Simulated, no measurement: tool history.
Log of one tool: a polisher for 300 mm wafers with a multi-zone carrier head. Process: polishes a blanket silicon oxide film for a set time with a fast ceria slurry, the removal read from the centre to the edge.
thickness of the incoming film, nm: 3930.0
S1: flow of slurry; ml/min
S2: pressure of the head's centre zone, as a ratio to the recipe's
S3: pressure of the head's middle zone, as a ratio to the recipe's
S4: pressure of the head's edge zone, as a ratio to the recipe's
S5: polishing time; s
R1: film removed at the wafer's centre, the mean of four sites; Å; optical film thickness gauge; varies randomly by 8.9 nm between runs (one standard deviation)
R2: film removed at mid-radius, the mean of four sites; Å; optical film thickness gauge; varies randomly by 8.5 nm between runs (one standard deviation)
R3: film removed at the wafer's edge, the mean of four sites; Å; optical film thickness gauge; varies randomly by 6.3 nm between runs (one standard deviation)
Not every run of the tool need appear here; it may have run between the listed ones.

| run | hour | S1 | S2 | S3 | S4 | S5 | R1 | R2 | R3 |
|---|---|---|---|---|---|---|---|---|---|
| 1 | 0.0 | 180 | 1.00 | 1.00 | 1.00 | 64 | 8929.3 | 9289.2 | 9356.1 |
| 2 | 0.7 | 160 | 1.00 | 1.00 | 1.00 | 64 | 8916.6 | 8916.6 | 9191.7 |
| 3 | 4.7 | 155 | 0.99 | 0.99 | 0.97 | 58 | 8156.9 | 8108.3 | 8139.6 |
| 4 | 11.8 | 155 | 0.99 | 0.99 | 0.97 | 68 | 9376.0 | 9453.5 | 9540.7 |
| 5 | 14.1 | 180 | 0.99 | 0.99 | 0.97 | 68 | 9377.0 | 9658.1 | 9597.2 |
| 6 | 19.0 | 180 | 0.91 | 0.99 | 0.97 | 68 | 8781.2 | 9648.5 | 9552.9 |
| 7 | 21.6 | 180 | 0.91 | 0.99 | 0.97 | 68 | 8781.8 | 9591.0 | 9755.2 |
| 8 | 26.5 | 175 | 0.90 | 0.97 | 0.94 | 61 | 7752.9 | 8470.2 | 8697.1 |
| 9 | 32.7 | 165 | 0.92 | 0.97 | 0.92 | 56 | 7169.4 | 7598.0 | 7954.5 |

Forecast run 10:
| 10 | 35.7 | 185 | 1.00 | 1.00 | 0.82 | 38 | ? | ? | ? |

{"run 10": {"R1": 5328.5, "R2": 5444.5, "R3": 5164.5}}

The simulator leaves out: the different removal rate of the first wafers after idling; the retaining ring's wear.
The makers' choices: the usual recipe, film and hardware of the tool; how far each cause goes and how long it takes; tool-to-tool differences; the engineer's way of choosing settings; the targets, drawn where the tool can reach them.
